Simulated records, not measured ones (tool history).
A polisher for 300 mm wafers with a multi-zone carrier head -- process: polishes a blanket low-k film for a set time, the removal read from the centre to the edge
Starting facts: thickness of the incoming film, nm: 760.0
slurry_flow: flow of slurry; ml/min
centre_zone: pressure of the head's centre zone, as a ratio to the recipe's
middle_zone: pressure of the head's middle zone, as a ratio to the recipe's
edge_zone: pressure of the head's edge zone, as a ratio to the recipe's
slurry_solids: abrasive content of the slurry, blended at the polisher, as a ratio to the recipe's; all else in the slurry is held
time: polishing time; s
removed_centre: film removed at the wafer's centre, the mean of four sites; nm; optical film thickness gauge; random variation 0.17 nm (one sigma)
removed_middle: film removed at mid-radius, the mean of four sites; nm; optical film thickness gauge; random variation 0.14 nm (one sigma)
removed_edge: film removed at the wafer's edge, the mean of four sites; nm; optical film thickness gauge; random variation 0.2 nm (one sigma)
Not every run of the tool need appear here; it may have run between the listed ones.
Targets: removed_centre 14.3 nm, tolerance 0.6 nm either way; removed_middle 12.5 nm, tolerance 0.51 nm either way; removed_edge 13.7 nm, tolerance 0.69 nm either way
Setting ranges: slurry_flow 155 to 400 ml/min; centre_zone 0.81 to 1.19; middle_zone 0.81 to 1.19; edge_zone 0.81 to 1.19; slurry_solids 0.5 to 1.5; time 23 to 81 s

Run 1, hour 0: slurry_flow 255 ml/min, centre_zone 1, middle_zone 1, edge_zone 1, slurry_solids 1, time 52 s. Result: removed_centre 23.657 nm, removed_middle 23.608 nm, removed_edge 23.385 nm.
Run 2, hour 1.4: slurry_flow 280 ml/min, centre_zone 1, middle_zone 1, edge_zone 1, slurry_solids 1, time 52 s. Result: removed_centre 24.562 nm, removed_middle 23.177 nm, removed_edge 23.514 nm.
Run 3, hour 8.4: slurry_flow 280 ml/min, centre_zone 1, middle_zone 1.03, edge_zone 1, slurry_solids 1, time 52 s. Result: removed_centre 24.161 nm, removed_middle 24.311 nm, removed_edge 23.805 nm.
Run 4, hour 15.7: slurry_flow 280 ml/min, centre_zone 1, middle_zone 1.03, edge_zone 1, slurry_solids 1, time 47 s. Result: removed_centre 21.955 nm, removed_middle 21.925 nm, removed_edge 21.489 nm.
Run 5, hour 22.1: slurry_flow 305 ml/min, centre_zone 1, middle_zone 1.03, edge_zone 1, slurry_solids 1, time 47 s. Result: removed_centre 22.367 nm, removed_middle 21.931 nm, removed_edge 21.151 nm.
Run 6, hour 24.8: slurry_flow 310 ml/min, centre_zone 0.99, middle_zone 1.01, edge_zone 1, slurry_solids 0.95, time 46 s. Result: removed_centre 20.973 nm, removed_middle 20.789 nm, removed_edge 20.571 nm.
Run 7, hour 33.7: slurry_flow 315 ml/min, centre_zone 1, middle_zone 0.99, edge_zone 1, slurry_solids 0.9, time 45 s. Result: removed_centre 19.999 nm, removed_middle 19.392 nm, removed_edge 19.613 nm.
Run 8, hour 39.4: slurry_flow 320 ml/min, centre_zone 1.01, middle_zone 0.97, edge_zone 0.99, slurry_solids 0.85, time 44 s. Result: removed_centre 19.908 nm, removed_middle 18.395 nm, removed_edge 18.809 nm.
Run 9, hour 44.7: slurry_flow 325 ml/min, centre_zone 1.01, middle_zone 0.96, edge_zone 0.98, slurry_solids 0.8, time 43 s. Result: removed_centre 18.156 nm, removed_middle 17.492 nm, removed_edge 18.041 nm.
Run 10, hour 49.7: slurry_flow 330 ml/min, centre_zone 1.02, middle_zone 0.95, edge_zone 0.97, slurry_solids 0.75, time 42 s. Result: removed_centre 17.932 nm, removed_middle 16.612 nm, removed_edge 16.91 nm.
Run 11, hour 50.7: slurry_flow 290 ml/min, centre_zone 0.92, middle_zone 0.85, edge_zone 0.92, slurry_solids 0.5, time 40 s. Result: removed_centre 12.327 nm, removed_middle 11.333 nm, removed_edge 12.657 nm.
Run 12, hour 54.9: slurry_flow 295 ml/min, centre_zone 0.93, middle_zone 0.85, edge_zone 0.92, slurry_solids 0.5, time 40 s. Result: removed_centre 12.5 nm, removed_middle 11.497 nm, removed_edge 12.396 nm.
Run 13, hour 59.2: slurry_flow 300 ml/min, centre_zone 0.94, middle_zone 0.85, edge_zone 0.93, slurry_solids 0.5, time 40 s. Result: removed_centre 12.238 nm, removed_middle 11.476 nm, removed_edge 12.705 nm.
Run 14, hour 65.1: slurry_flow 300 ml/min, centre_zone 0.94, middle_zone 0.85, edge_zone 0.93, slurry_solids 0.5, time 40 s. Result: removed_centre 12.435 nm, removed_middle 11.28 nm, removed_edge 12.828 nm.
Run 15, hour 72.9: slurry_flow 305 ml/min, centre_zone 0.95, middle_zone 0.86, edge_zone 0.93, slurry_solids 0.5, time 40 s. Result: removed_centre 12.643 nm, removed_middle 11.611 nm, removed_edge 12.182 nm.
Run 16, hour 79.7: slurry_flow 305 ml/min, centre_zone 0.96, middle_zone 0.86, edge_zone 0.94, slurry_solids 0.5, time 40 s. Result: removed_centre 12.723 nm, removed_middle 11.516 nm, removed_edge 12.609 nm.
Run 17, hour 87.8: slurry_flow 325 ml/min, centre_zone 1.04, middle_zone 0.92, edge_zone 0.97, slurry_solids 0.6, time 40 s. Result: removed_centre 15.542 nm, removed_middle 13.738 nm, removed_edge 14.111 nm.
Run 18, hour 89.5: slurry_flow 320 ml/min, centre_zone 1.03, middle_zone 0.91, edge_zone 0.97, slurry_solids 0.6, time 40 s. Result: removed_centre 15.309 nm, removed_middle 13.573 nm, removed_edge 14.565 nm.
Run 19, hour 98.2: slurry_flow 315 ml/min, centre_zone 1.03, middle_zone 0.91, edge_zone 0.97, slurry_solids 0.6, time 40 s. Result: removed_centre 15.189 nm, removed_middle 13.132 nm, removed_edge 14.283 nm.
Run 20, hour 101.9: slurry_flow 310 ml/min, centre_zone 1.03, middle_zone 0.91, edge_zone 0.97, slurry_solids 0.6, time 40 s. Result: removed_centre 15.15 nm, removed_middle 13.528 nm, removed_edge 13.883 nm.
Run 21, hour 104.4: slurry_flow 305 ml/min, centre_zone 1.03, middle_zone 0.9, edge_zone 0.97, slurry_solids 0.6, time 40 s. Result: removed_centre 15.255 nm, removed_middle 13.005 nm, removed_edge 14.07 nm.
Run 22, hour 106.3: slurry_flow 285 ml/min, centre_zone 0.98, middle_zone 0.89, edge_zone 0.95, slurry_solids 0.55, time 40 s. Result: removed_centre 13.557 nm, removed_middle 12.594 nm, removed_edge 13.729 nm.

Next run, 4 choices. One meets every target within its allowed miss, the rest don't. Which?
Run A, hour 108.2: slurry_flow 285 ml/min, centre_zone 0.98, middle_zone 0.86, edge_zone 0.94, slurry_solids 0.6, time 40 s. Result: removed_centre ?, removed_middle ?, removed_edge ?.
Run B, hour 108.2: slurry_flow 270 ml/min, centre_zone 0.88, middle_zone 0.96, edge_zone 0.9, slurry_solids 0.6, time 40 s. Result: removed_centre ?, removed_middle ?, removed_edge ?.
Run C, hour 108.2: slurry_flow 225 ml/min, centre_zone 0.87, middle_zone 0.9, edge_zone 1.07, slurry_solids 0.65, time 38 s. Result: removed_centre ?, removed_middle ?, removed_edge ?.
Run D, hour 108.2: slurry_flow 255 ml/min, centre_zone 0.99, middle_zone 0.93, edge_zone 0.9, slurry_solids 0.65, time 39 s. Result: removed_centre ?, removed_middle ?, removed_edge ?.

move  removed_centre  removed_middle  removed_edge
   A          14.409           12.72         13.87
   B          12.848           13.86        13.511
   C          12.232          12.683        14.273
   D          14.576          13.602        13.653
A: hits every target within its allowed miss
B: lands further from the targets than the last run did
C: lands further from the targets than the last run did
D: meets the target for the result that was furthest off, but another lies outside its allowed miss
The move that meets every target is A.

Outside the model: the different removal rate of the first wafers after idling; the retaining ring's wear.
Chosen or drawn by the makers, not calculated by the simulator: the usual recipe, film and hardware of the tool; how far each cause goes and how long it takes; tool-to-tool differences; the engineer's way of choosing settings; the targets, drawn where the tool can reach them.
